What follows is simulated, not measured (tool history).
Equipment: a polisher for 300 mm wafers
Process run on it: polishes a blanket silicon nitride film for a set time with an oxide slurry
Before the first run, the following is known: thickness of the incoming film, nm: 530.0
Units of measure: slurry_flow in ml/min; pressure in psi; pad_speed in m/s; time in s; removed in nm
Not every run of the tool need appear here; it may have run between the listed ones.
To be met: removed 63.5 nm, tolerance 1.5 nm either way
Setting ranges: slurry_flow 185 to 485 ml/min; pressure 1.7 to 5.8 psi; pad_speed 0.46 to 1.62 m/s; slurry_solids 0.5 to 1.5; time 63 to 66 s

| run | hour | slurry_flow | pressure | pad_speed | slurry_solids | time | removed |
|---|---|---|---|---|---|---|---|
| 1 | 0 | 310 | 3.7 | 1.04 | 1 | 63 | 37.074 |
| 2 | 5.3 | 315 | 4.1 | 1.04 | 1 | 63 | 40.742 |
| 3 | 9.1 | 315 | 4.1 | 1.04 | 1 | 66 | 42.61 |
| 4 | 16.9 | 315 | 4.1 | 1.22 | 1 | 66 | 49.061 |
| 5 | 18.1 | 315 | 4.3 | 1.22 | 1 | 66 | 51.124 |
| 6 | 22.6 | 315 | 4.3 | 1.12 | 1 | 66 | 47.139 |
| 7 | 24.3 | 315 | 4.6 | 1.12 | 1 | 66 | 51.071 |
| 8 | 27.1 | 315 | 4.8 | 1.12 | 1 | 66 | 52.085 |

Exercise: of the 5 proposed moves below, exactly one satisfies all targets within the stated allowed misses. Which move is it?
| A | 29.9 | 410 | 4.5 | 1.44 | 0.95 | 66 | ? |
| B | 29.9 | 340 | 4.7 | 1.12 | 0.7 | 63 | ? |
| C | 29.9 | 310 | 5 | 1.28 | 1 | 65 | ? |
| D | 29.9 | 345 | 5.1 | 1.28 | 1 | 66 | ? |
| E | 29.9 | 310 | 5.3 | 1.3 | 0.85 | 66 | ? |

| move | removed |
|---|---|
| A | 60.547 |
| B | 41.143 |
| C | 60.286 |
| D | 63.012 |
| E | 60.429 |
A: nearer than the last run, and not there yet
B: misses by more than the last run did
C: nearer than the last run, and not there yet
D: all results land within tolerance of their targets
E: nearer than the last run, and not there yet
Move D is the one to make.
